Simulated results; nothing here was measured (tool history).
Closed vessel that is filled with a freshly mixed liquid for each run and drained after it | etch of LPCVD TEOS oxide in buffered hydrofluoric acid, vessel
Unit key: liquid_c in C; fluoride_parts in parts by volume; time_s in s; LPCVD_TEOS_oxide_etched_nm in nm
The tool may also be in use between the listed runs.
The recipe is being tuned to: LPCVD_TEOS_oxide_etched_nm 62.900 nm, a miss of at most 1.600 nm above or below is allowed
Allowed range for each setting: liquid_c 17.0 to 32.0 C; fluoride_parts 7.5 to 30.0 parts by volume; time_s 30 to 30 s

Run 1, day 0.000: liquid_c 24.0 C, fluoride_parts 20.5 parts by volume, time_s 30 s. Result: LPCVD_TEOS_oxide_etched_nm 56.325 nm.
Run 2, day 0.071: liquid_c 24.0 C, fluoride_parts 20.5 parts by volume, time_s 30 s. Result: LPCVD_TEOS_oxide_etched_nm 56.159 nm.
Run 3, day 0.412: liquid_c 24.0 C, fluoride_parts 25.5 parts by volume, time_s 30 s. Result: LPCVD_TEOS_oxide_etched_nm 47.919 nm.
Run 4, day 0.750: liquid_c 22.5 C, fluoride_parts 25.5 parts by volume, time_s 30 s. Result: LPCVD_TEOS_oxide_etched_nm 43.976 nm.
Run 5, day 1.000: liquid_c 24.0 C, fluoride_parts 25.5 parts by volume, time_s 30 s. Result: LPCVD_TEOS_oxide_etched_nm 48.142 nm.
Run 6, day 1.062: liquid_c 25.5 C, fluoride_parts 25.5 parts by volume, time_s 30 s. Result: LPCVD_TEOS_oxide_etched_nm 51.879 nm.
Run 7, day 1.208: liquid_c 26.5 C, fluoride_parts 25.5 parts by volume, time_s 30 s. Result: LPCVD_TEOS_oxide_etched_nm 54.958 nm.
Run 8, day 1.458: liquid_c 27.0 C, fluoride_parts 25.5 parts by volume, time_s 30 s. Result: LPCVD_TEOS_oxide_etched_nm 56.800 nm.
Run 9, day 1.746: liquid_c 27.5 C, fluoride_parts 25.5 parts by volume, time_s 30 s. Result: LPCVD_TEOS_oxide_etched_nm 57.526 nm.
Run 10, day 1.879: liquid_c 28.0 C, fluoride_parts 25.5 parts by volume, time_s 30 s. Result: LPCVD_TEOS_oxide_etched_nm 59.868 nm.

Which of these 5 next moves meets every target?
Run A, day 2.012: liquid_c 27.5 C, fluoride_parts 25.5 parts by volume, time_s 30 s. Result: LPCVD_TEOS_oxide_etched_nm ?.
Run B, day 2.012: liquid_c 25.5 C, fluoride_parts 22.0 parts by volume, time_s 30 s. Result: LPCVD_TEOS_oxide_etched_nm ?.
Run C, day 2.012: liquid_c 26.5 C, fluoride_parts 24.5 parts by volume, time_s 30 s. Result: LPCVD_TEOS_oxide_etched_nm ?.
Run D, day 2.012: liquid_c 28.0 C, fluoride_parts 25.0 parts by volume, time_s 30 s. Result: LPCVD_TEOS_oxide_etched_nm ?.
Run E, day 2.012: liquid_c 28.0 C, fluoride_parts 24.0 parts by volume, time_s 30 s. Result: LPCVD_TEOS_oxide_etched_nm ?.

move  LPCVD_TEOS_oxide_etched_nm
   A                      58.124
   B                      57.735
   C                      56.605
   D                      60.520
   E                      62.237
A: lands further from the targets than the last run did
B: lands further from the targets than the last run did
C: lands further from the targets than the last run did
D: closer than the last run, but not yet in spec
E: every result lands within tolerance
E meets every target.

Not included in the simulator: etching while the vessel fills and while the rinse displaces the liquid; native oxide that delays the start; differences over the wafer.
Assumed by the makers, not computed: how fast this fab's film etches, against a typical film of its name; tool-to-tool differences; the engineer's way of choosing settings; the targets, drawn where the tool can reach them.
